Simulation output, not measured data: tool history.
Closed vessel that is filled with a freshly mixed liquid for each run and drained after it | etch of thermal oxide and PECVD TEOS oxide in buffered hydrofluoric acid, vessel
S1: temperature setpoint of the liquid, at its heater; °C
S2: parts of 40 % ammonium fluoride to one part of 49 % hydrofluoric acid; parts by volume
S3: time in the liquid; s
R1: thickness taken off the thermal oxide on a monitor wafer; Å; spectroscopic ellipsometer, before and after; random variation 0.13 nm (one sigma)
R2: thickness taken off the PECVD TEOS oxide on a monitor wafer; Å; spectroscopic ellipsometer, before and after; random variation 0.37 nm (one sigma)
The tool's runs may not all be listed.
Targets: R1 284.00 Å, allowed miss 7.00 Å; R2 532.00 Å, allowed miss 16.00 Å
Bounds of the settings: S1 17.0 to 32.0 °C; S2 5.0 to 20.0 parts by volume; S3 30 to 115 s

| run | hour | S1 | S2 | S3 | R1 | R2 |
|---|---|---|---|---|---|---|
| 1 | 0.0 | 25.0 | 12.0 | 60 | 598.61 | 1124.20 |
| 2 | 4.7 | 27.0 | 12.0 | 60 | 661.92 | 1238.80 |
| 3 | 13.1 | 27.0 | 12.0 | 45 | 497.66 | 926.72 |
| 4 | 22.0 | 24.5 | 12.5 | 45 | 418.97 | 770.06 |
| 5 | 24.3 | 24.5 | 12.5 | 65 | 601.22 | 1138.00 |
| 6 | 33.6 | 22.5 | 13.5 | 65 | 498.87 | 946.58 |
| 7 | 40.7 | 21.0 | 14.5 | 65 | 427.41 | 808.62 |
| 8 | 42.7 | 21.0 | 14.5 | 65 | 431.77 | 799.17 |

Which of these 4 next moves meets every target?
| A | 44.7 | 19.0 | 12.0 | 40 | ? | ? |
| B | 44.7 | 17.0 | 10.0 | 35 | ? | ? |
| C | 44.7 | 19.5 | 13.0 | 40 | ? | ? |
| D | 44.7 | 17.0 | 14.5 | 50 | ? | ? |

| move | R1 | R2 |
|---|---|---|
| A | 284.98 | 534.29 |
| B | 265.95 | 498.62 |
| C | 271.02 | 508.11 |
| D | 264.10 | 495.14 |
A: meets every target
B: takes the result that was furthest off past its target
C: takes the result that was furthest off past its target
D: takes the result that was furthest off past its target
Move A is the one to make.

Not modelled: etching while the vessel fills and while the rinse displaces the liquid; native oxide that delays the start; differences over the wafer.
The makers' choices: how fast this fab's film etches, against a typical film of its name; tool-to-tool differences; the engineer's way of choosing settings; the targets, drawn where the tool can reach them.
